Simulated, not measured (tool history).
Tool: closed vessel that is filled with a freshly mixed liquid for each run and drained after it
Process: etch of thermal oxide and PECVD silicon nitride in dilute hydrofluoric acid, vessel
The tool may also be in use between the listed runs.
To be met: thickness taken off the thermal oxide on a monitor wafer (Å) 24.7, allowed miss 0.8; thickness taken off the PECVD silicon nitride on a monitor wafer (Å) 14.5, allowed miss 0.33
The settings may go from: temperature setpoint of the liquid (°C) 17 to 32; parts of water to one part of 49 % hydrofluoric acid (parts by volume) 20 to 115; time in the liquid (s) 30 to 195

run,day,temperature setpoint of the liquid (°C),parts of water to one part of 49 % hydrofluoric acid (parts by volume),time in the liquid (s),thickness taken off the thermal oxide on a monitor wafer (Å),thickness taken off the PECVD silicon nitride on a monitor wafer (Å)
1,0,24,65,100,75.573,46.875
2,0.254,26.5,65,100,83.385,55.769
3,0.308,26.5,55,100,99.715,65.647
4,0.571,26.5,55,120,121.64,77.675
5,0.829,26.5,70,120,93.393,61.604
6,1.192,25.5,75,115,78.973,51.734
7,1.538,24.5,80,110,67.752,43.648
8,1.804,23.5,85,105,58.822,36.407
# day 2.075: hydrofluoric acid flow meter replaced
9,2.075,21,110,65,25.608,15.526
10,2.438,20.5,110,65,25.477,14.95

4 next moves are on the table. One of them brings every result within its allowed miss. Which?
A,2.8,19.5,115,70,?,?
B,2.8,23,115,55,?,?
C,2.8,19.5,115,65,?,?
D,2.8,22,100,55,?,?

move,thickness taken off the thermal oxide on a monitor wafer (Å),thickness taken off the PECVD silicon nitride on a monitor wafer (Å)
A,25.106,14.573
B,22.708,14.476
C,23.313,13.532
D,25.536,15.539
A: meets every target
B: brings the result that was furthest off to its target, and leaves another outside
C: takes the result that was furthest off past its target
D: further off than the last run
Answer: A
